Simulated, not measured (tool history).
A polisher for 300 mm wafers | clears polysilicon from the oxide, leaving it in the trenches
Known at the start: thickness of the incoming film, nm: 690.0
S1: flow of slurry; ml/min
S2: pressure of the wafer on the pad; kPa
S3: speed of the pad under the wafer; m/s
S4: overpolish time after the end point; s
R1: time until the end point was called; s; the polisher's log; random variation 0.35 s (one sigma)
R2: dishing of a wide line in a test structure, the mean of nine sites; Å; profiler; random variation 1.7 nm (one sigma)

run,hour,S1,S2,S3,S4,R1,R2
1,0.0,165,13.1,0.84,14,70.701,566.48
2,8.3,175,15.9,0.86,14,57.829,626.28
3,14.2,175,18.6,0.86,14,48.532,662.55
4,17.0,180,19.3,0.90,13,45.063,642.49
5,20.7,180,20.0,0.94,13,42.123,663.13
6,29.4,180,20.0,0.94,18,41.059,678.82
7,31.2,180,20.0,0.94,18,41.951,650.05
8,40.2,180,20.0,0.96,16,41.111,671.88
9,41.8,180,20.0,0.98,16,40.378,681.92

The next listed run, before its measurement:
10,43.6,180,20.0,0.98,16,?,?

R1: 40.125 s
R2: 685.01 Å
